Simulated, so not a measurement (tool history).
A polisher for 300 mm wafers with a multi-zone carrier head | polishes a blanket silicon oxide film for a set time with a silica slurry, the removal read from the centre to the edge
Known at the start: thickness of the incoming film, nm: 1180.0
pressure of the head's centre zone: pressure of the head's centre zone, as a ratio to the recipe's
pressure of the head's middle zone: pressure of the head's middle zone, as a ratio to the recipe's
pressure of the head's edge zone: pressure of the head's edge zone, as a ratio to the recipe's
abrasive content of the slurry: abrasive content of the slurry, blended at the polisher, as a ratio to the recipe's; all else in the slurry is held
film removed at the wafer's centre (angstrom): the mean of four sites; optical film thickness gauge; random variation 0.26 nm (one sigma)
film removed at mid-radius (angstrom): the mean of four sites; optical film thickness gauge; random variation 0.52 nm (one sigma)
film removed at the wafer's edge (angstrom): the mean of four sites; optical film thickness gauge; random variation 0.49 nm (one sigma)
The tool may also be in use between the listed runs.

| run | hour | flow of slurry (ml/min) | pressure of the head's centre zone | pressure of the head's middle zone | pressure of the head's edge zone | abrasive content of the slurry | polishing time (s) | film removed at the wafer's centre (angstrom) | film removed at mid-radius (angstrom) | film removed at the wafer's edge (angstrom) |
|---|---|---|---|---|---|---|---|---|---|---|
| 1 | 0 | 285 | 1 | 1 | 1 | 1 | 30 | 547.73 | 545.06 | 560.35 |
| 2 | 3.1 | 285 | 0.99 | 1.01 | 0.97 | 0.9 | 29 | 508.85 | 510.1 | 518.12 |
| 3 | 8.9 | 290 | 0.98 | 1.03 | 0.95 | 0.8 | 28 | 466.62 | 496.2 | 482.22 |
| 4 | 15.6 | 290 | 0.98 | 1.03 | 0.95 | 0.8 | 33 | 558.42 | 584.89 | 573.87 |
| 5 | 19 | 290 | 1.02 | 1.03 | 0.95 | 0.8 | 33 | 581.71 | 566.62 | 559.49 |
| 6 | 23.1 | 290 | 1.02 | 1.03 | 0.9 | 0.8 | 33 | 581.22 | 591.25 | 542.36 |
| 7 | 27.9 | 285 | 1.01 | 1.02 | 0.89 | 0.75 | 31 | 523.93 | 538.41 | 497.42 |
| 8 | 32.7 | 280 | 1 | 1.01 | 0.88 | 0.7 | 29 | 475.88 | 483.79 | 468.36 |
| 9 | 37.4 | 285 | 1 | 1.02 | 0.87 | 0.65 | 27 | 444.77 | 448.51 | 411.63 |
| 10 | 37.9 | 290 | 0.98 | 1.02 | 0.87 | 0.6 | 26 | 406.25 | 422.26 | 399.71 |
| 11 | 41.6 | 290 | 0.97 | 1.02 | 0.86 | 0.6 | 25 | 390 | 403.47 | 373.77 |

Forecast run 12:
| 12 | 44.2 | 290 | 0.96 | 1.02 | 0.85 | 0.6 | 25 | ? | ? | ? |

{"run 12": {"film removed at the wafer's centre (angstrom)": 389.97, "film removed at mid-radius (angstrom)": 401.56, "film removed at the wafer's edge (angstrom)": 370.02}}
